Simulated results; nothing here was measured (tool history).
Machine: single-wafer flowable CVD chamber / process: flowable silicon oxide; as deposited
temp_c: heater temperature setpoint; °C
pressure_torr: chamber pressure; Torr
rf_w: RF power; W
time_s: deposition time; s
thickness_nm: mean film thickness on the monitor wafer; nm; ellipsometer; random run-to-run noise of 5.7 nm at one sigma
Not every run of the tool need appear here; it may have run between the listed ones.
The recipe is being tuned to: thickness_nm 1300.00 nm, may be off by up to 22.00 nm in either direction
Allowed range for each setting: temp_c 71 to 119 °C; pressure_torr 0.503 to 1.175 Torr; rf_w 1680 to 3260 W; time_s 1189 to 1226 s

Run 1, hour 0.0: temp_c 95 °C, pressure_torr 0.839 Torr, rf_w 2470 W, time_s 1189 s. Result: thickness_nm 871.23 nm.
Run 2, hour 4.2: temp_c 93 °C, pressure_torr 0.839 Torr, rf_w 2470 W, time_s 1189 s. Result: thickness_nm 941.17 nm.
Run 3, hour 13.0: temp_c 93 °C, pressure_torr 0.839 Torr, rf_w 2470 W, time_s 1189 s. Result: thickness_nm 931.10 nm.
Run 4, hour 16.3: temp_c 102 °C, pressure_torr 0.839 Torr, rf_w 2470 W, time_s 1189 s. Result: thickness_nm 690.20 nm.
Run 5, hour 19.7: temp_c 102 °C, pressure_torr 0.735 Torr, rf_w 2470 W, time_s 1189 s. Result: thickness_nm 603.66 nm.
Run 6, hour 24.1: temp_c 98 °C, pressure_torr 0.736 Torr, rf_w 2470 W, time_s 1189 s. Result: thickness_nm 696.08 nm.
Run 7, hour 29.2: temp_c 95 °C, pressure_torr 0.736 Torr, rf_w 2470 W, time_s 1189 s. Result: thickness_nm 773.04 nm.
Run 8, hour 34.4: temp_c 92 °C, pressure_torr 0.736 Torr, rf_w 2470 W, time_s 1189 s. Result: thickness_nm 857.98 nm.
Run 9, hour 36.4: temp_c 92 °C, pressure_torr 0.736 Torr, rf_w 2470 W, time_s 1189 s. Result: thickness_nm 846.98 nm.
Run 10, hour 45.0: temp_c 90 °C, pressure_torr 0.736 Torr, rf_w 2470 W, time_s 1189 s. Result: thickness_nm 921.27 nm.
Run 11, hour 52.7: temp_c 88 °C, pressure_torr 0.736 Torr, rf_w 2470 W, time_s 1189 s. Result: thickness_nm 973.86 nm.
Run 12, hour 57.0: temp_c 87 °C, pressure_torr 0.736 Torr, rf_w 2470 W, time_s 1189 s. Result: thickness_nm 1001.30 nm.
Run 13, hour 64.2: temp_c 86 °C, pressure_torr 0.736 Torr, rf_w 2470 W, time_s 1189 s. Result: thickness_nm 1029.30 nm.
Run 14, hour 68.0: temp_c 85 °C, pressure_torr 0.736 Torr, rf_w 2470 W, time_s 1189 s. Result: thickness_nm 1066.20 nm.
Run 15, hour 71.2: temp_c 85 °C, pressure_torr 0.736 Torr, rf_w 2470 W, time_s 1189 s. Result: thickness_nm 1067.40 nm.
Run 16, hour 74.7: temp_c 84 °C, pressure_torr 0.736 Torr, rf_w 2470 W, time_s 1189 s. Result: thickness_nm 1100.30 nm.
Run 17, hour 78.7: temp_c 83 °C, pressure_torr 0.736 Torr, rf_w 2470 W, time_s 1189 s. Result: thickness_nm 1140.60 nm.
Run 18, hour 80.8: temp_c 83 °C, pressure_torr 0.736 Torr, rf_w 2470 W, time_s 1189 s. Result: thickness_nm 1137.40 nm.

Consider the 4 candidate settings below. Which is the only one whose results all fall within their allowed miss of target?
Run A, hour 82.9: temp_c 79 °C, pressure_torr 0.684 Torr, rf_w 2440 W, time_s 1226 s. Result: thickness_nm ?.
Run B, hour 82.9: temp_c 78 °C, pressure_torr 0.579 Torr, rf_w 2365 W, time_s 1205 s. Result: thickness_nm ?.
Run C, hour 82.9: temp_c 86 °C, pressure_torr 0.763 Torr, rf_w 2385 W, time_s 1189 s. Result: thickness_nm ?.
Run D, hour 82.9: temp_c 76 °C, pressure_torr 0.679 Torr, rf_w 2980 W, time_s 1189 s. Result: thickness_nm ?.

move  thickness_nm
   A       1227.40
   B       1051.70
   C       1066.40
   D       1309.60
A: moves toward the targets from the last run without getting all of them in spec
B: further off than the last run
C: further off than the last run
D: in spec on every target
D meets every target.
